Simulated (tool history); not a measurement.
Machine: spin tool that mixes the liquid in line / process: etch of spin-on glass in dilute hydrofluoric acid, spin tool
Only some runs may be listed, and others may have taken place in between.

run  hour  temperature setpoint of the liquid (C)  parts of water to one part of 49 % hydrofluoric acid (parts by volume)  time under the liquid (s)  thickness taken off the spin-on glass on a monitor wafer (Å)
  1     0                                      24                                                                      65                         60                                                        434.08
  2   4.1                                      23                                                                      70                         60                                                        381.14
  3   5.9                                      23                                                                      70                         65                                                        414.42
  4  10.6                                      22                                                                      75                         65                                                        365.82
  5  16.3                                      21                                                                      75                         65                                                        348.19
  6  18.6                                    20.5                                                                      75                         65                                                        343.82

Run 7 has not been measured yet. What should we expect?
  7  25.3                                      20                                                                      75                         65                                                             ?

{"run 7": {"thickness taken off the spin-on glass on a monitor wafer (Å)": 343.76}}

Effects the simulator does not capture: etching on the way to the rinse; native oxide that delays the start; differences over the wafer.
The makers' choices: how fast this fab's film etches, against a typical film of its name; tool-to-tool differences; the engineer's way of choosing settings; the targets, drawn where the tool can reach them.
